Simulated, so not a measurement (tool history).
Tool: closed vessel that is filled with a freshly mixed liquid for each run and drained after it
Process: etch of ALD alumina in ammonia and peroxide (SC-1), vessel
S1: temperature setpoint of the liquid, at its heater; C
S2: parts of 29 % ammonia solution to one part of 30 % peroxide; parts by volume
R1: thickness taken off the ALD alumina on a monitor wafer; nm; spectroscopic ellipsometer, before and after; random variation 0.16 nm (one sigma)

Run 1, hour 0: S1 52 C, S2 0.95 parts by volume, time in the liquid (s) 190. Result: R1 13.408 nm.
Run 2, hour 1.7: S1 53.5 C, S2 0.95 parts by volume, time in the liquid (s) 190. Result: R1 14.52 nm.
Run 3, hour 7.1: S1 53.5 C, S2 0.95 parts by volume, time in the liquid (s) 205. Result: R1 15.9 nm.
Run 4, hour 11.5: S1 47.5 C, S2 0.95 parts by volume, time in the liquid (s) 205. Result: R1 11.222 nm.
Run 5, hour 19.3: S1 49.5 C, S2 0.95 parts by volume, time in the liquid (s) 205. Result: R1 12.623 nm.
Run 6, hour 23.8: S1 49.5 C, S2 1.2 parts by volume, time in the liquid (s) 205. Result: R1 12.697 nm.
Run 7, hour 30.3: S1 57.5 C, S2 1.2 parts by volume, time in the liquid (s) 205. Result: R1 19.772 nm.

The next listed run, before its measurement:
Run 8, hour 37.2: S1 58 C, S2 1.2 parts by volume, time in the liquid (s) 205. Result: R1 ?.

{"run 8": {"R1": 20.144}}
